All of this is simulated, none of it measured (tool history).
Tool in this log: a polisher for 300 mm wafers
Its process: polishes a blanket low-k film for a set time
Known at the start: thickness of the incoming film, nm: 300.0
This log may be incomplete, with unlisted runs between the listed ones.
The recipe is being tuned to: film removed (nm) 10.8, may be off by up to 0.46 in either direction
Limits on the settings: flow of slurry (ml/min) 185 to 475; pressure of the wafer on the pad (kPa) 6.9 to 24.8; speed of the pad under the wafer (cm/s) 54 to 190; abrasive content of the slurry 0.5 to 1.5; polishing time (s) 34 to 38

run  hour  flow of slurry (ml/min)  pressure of the wafer on the pad (kPa)  speed of the pad under the wafer (cm/s)  abrasive content of the slurry  polishing time (s)  film removed (nm)
  1     0                      305                                    15.9                                      122                               1                  38             24.421
  2   7.1                      305                                    13.1                                      110                               1                  38              18.94
  3  12.5                      305                                      11                                      102                               1                  38             15.096
  4  18.2                      305                                     9.7                                      100                               1                  38             13.509
  5  22.7                      305                                       9                                       98                               1                  38             12.011
  6  25.1                      305                                    12.4                                       98                               1                  38             17.035
  7  27.5                      305                                      11                                       96                               1                  38             14.529
  8  36.4                      305                                    10.3                                       96                               1                  38             13.673
  9  40.9                      305                                     9.7                                       96                               1                  38             13.023
 10  43.9                      305                                       9                                       96                               1                  38             12.139
 11  45.5                      305                                       9                                       96                               1                  38             12.135

Which single option among these 5 for the next run brings every result within its allowed miss of target? Just one does.
  A  47.1                      310                                      11                                       84                             1.1                  37                  ?
  B  47.1                      340                                     7.6                                      110                            1.15                  37                  ?
  C  47.1                      240                                       9                                      120                             0.9                  36                  ?
  D  47.1                      285                                    11.7                                       90                            1.15                  35                  ?
  E  47.1                      300                                    10.3                                       74                             0.9                  37                  ?

move  film removed (nm)
   A             14.149
   B             11.987
   C             12.096
   D             14.971
   E             11.009
A: misses by more than the last run did
B: closer than the last run, but not yet in spec
C: about the same distance from the targets as the last run
D: misses by more than the last run did
E: each result inside its tolerance
Go with E: it meets all targets.
